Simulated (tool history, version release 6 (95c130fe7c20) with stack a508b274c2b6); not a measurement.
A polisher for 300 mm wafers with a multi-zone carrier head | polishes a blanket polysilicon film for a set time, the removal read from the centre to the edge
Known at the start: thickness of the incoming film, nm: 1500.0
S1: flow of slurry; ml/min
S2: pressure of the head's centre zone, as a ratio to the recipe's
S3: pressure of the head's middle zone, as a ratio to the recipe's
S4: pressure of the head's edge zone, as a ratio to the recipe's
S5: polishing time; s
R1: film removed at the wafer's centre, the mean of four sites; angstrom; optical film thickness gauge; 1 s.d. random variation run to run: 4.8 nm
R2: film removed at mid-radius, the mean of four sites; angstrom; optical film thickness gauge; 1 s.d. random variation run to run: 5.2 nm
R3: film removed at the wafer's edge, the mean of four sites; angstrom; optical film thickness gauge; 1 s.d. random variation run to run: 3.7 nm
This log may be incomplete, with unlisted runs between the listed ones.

run  hour   S1    S2    S3    S4  S5      R1      R2      R3
  1     0  300     1     1     1  80  5961.8  5852.4  6222.2
  2   2.8  300  1.04     1     1  80  6217.2  5948.2  6153.4
  3   5.2  300  1.04  1.08     1  80  6191.5  6369.4  6196.8
  4   8.2  290  1.02  1.05  0.97  79  5977.1  5990.1  5941.8
     15.7  -- slurry nozzle cleaned
  5  15.7  290  1.02  1.05  0.93  79  6383.2  6516.4  6148.6
  6  16.6  275  1.02  1.03  0.94  77  6143.6  6045.7  6105.1
  7  23.7  305  1.02  1.01  0.96  76  6319.6  6120.1    6026

Predict the results of run 8:
  8  29.3  290  1.03  1.02  0.96  75   ?   ?   ?

Run 8 produced R1 6064 angstrom, R2 6027.1 angstrom, R3 5956.4 angstrom.
